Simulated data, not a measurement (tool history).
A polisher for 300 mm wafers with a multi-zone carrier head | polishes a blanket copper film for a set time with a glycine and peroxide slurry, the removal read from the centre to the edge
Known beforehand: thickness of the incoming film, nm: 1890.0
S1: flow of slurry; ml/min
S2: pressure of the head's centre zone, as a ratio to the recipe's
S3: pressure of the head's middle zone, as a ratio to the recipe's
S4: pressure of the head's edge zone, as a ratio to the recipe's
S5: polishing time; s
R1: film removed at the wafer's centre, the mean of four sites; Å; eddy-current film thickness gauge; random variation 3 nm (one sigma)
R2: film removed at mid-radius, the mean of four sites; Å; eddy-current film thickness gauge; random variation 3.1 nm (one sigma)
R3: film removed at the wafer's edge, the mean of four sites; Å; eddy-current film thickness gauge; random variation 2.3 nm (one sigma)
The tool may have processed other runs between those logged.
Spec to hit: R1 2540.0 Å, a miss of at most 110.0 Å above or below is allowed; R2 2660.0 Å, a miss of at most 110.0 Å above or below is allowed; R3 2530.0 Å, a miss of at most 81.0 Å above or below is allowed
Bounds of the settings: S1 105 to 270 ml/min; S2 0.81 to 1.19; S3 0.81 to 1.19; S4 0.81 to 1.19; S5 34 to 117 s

{"run": 1, "hour": 0.0, "S1": 175, "S2": 1.0, "S3": 1.0, "S4": 1.0, "S5": 75, "R1": 4622.6, "R2": 4349.0, "R3": 4618.9}
{"run": 2, "hour": 3.5, "S1": 170, "S2": 0.99, "S3": 1.01, "S4": 0.97, "S5": 67, "R1": 4045.8, "R2": 3845.0, "R3": 3968.7}
{"run": 3, "hour": 4.5, "S1": 165, "S2": 0.97, "S3": 1.01, "S4": 0.94, "S5": 62, "R1": 3576.6, "R2": 3476.5, "R3": 3673.3}
{"run": 4, "hour": 13.4, "S1": 165, "S2": 0.91, "S3": 1.01, "S4": 0.94, "S5": 62, "R1": 3345.9, "R2": 3651.0, "R3": 3565.4}
{"run": 5, "hour": 20.9, "S1": 185, "S2": 0.91, "S3": 1.01, "S4": 0.94, "S5": 62, "R1": 3409.0, "R2": 3629.8, "R3": 3809.9}
{"run": 6, "hour": 27.5, "S1": 170, "S2": 0.91, "S3": 1.0, "S4": 0.92, "S5": 59, "R1": 3224.5, "R2": 3430.4, "R3": 3430.2}
{"run": 7, "hour": 34.2, "S1": 120, "S2": 0.82, "S3": 0.9, "S4": 0.82, "S5": 49, "R1": 2143.6, "R2": 2352.9, "R3": 2507.0}
{"run": 8, "hour": 42.6, "S1": 120, "S2": 0.82, "S3": 0.9, "S4": 0.82, "S5": 49, "R1": 2099.0, "R2": 2308.0, "R3": 2566.9}
{"hour": 43.9, "done": "slurry nozzle cleaned"}
{"run": 9, "hour": 43.9, "S1": 135, "S2": 0.85, "S3": 0.93, "S4": 0.82, "S5": 47, "R1": 2530.9, "R2": 2662.6, "R3": 2742.5}
{"run": 10, "hour": 48.3, "S1": 135, "S2": 0.85, "S3": 0.94, "S4": 0.82, "S5": 44, "R1": 2391.3, "R2": 2561.1, "R3": 2548.5}
{"run": 11, "hour": 52.7, "S1": 140, "S2": 0.85, "S3": 0.94, "S4": 0.82, "S5": 43, "R1": 2377.0, "R2": 2530.0, "R3": 2510.2}
{"run": 12, "hour": 56.2, "S1": 145, "S2": 0.85, "S3": 0.94, "S4": 0.82, "S5": 43, "R1": 2340.7, "R2": 2545.6, "R3": 2479.2}
{"run": 13, "hour": 63.0, "S1": 150, "S2": 0.86, "S3": 0.94, "S4": 0.82, "S5": 43, "R1": 2400.9, "R2": 2558.3, "R3": 2540.9}
{"run": 14, "hour": 65.2, "S1": 155, "S2": 0.87, "S3": 0.94, "S4": 0.82, "S5": 42, "R1": 2445.3, "R2": 2542.7, "R3": 2431.6}
{"run": 15, "hour": 65.8, "S1": 170, "S2": 0.87, "S3": 0.96, "S4": 0.86, "S5": 44, "R1": 2523.3, "R2": 2662.9, "R3": 2659.9}
{"run": 16, "hour": 67.8, "S1": 170, "S2": 0.87, "S3": 0.96, "S4": 0.86, "S5": 44, "R1": 2550.5, "R2": 2664.1, "R3": 2689.4}

Next run, 5 choices. One meets every target within its allowed miss, the rest don't. Which?
{"run": "A", "hour": 69.8, "S1": 200, "S2": 0.89, "S3": 0.99, "S4": 0.83, "S5": 41, "R1": "?", "R2": "?", "R3": "?"}
{"run": "B", "hour": 69.8, "S1": 130, "S2": 0.81, "S3": 0.95, "S4": 0.91, "S5": 46, "R1": "?", "R2": "?", "R3": "?"}
{"run": "C", "hour": 69.8, "S1": 175, "S2": 0.83, "S3": 0.97, "S4": 0.93, "S5": 40, "R1": "?", "R2": "?", "R3": "?"}
{"run": "D", "hour": 69.8, "S1": 175, "S2": 0.81, "S3": 0.98, "S4": 0.82, "S5": 42, "R1": "?", "R2": "?", "R3": "?"}
{"run": "E", "hour": 69.8, "S1": 180, "S2": 0.89, "S3": 0.91, "S4": 0.93, "S5": 43, "R1": "?", "R2": "?", "R3": "?"}

move=A R1=2504.9 R2=2640.1 R3=2537.3
move=B R1=2342.0 R2=2657.0 R3=2808.1
move=C R1=2225.4 R2=2484.1 R3=2568.0
move=D R1=2280.0 R2=2629.8 R3=2546.9
move=E R1=2579.0 R2=2553.3 R3=2771.9
A: in spec on every target
B: lands further from the targets than the last run did
C: puts the biggest miss on target and leaves a different result outside tolerance
D: puts the biggest miss on target and leaves a different result outside tolerance
E: lands further from the targets than the last run did
A is the move that brings every result within its allowed miss.

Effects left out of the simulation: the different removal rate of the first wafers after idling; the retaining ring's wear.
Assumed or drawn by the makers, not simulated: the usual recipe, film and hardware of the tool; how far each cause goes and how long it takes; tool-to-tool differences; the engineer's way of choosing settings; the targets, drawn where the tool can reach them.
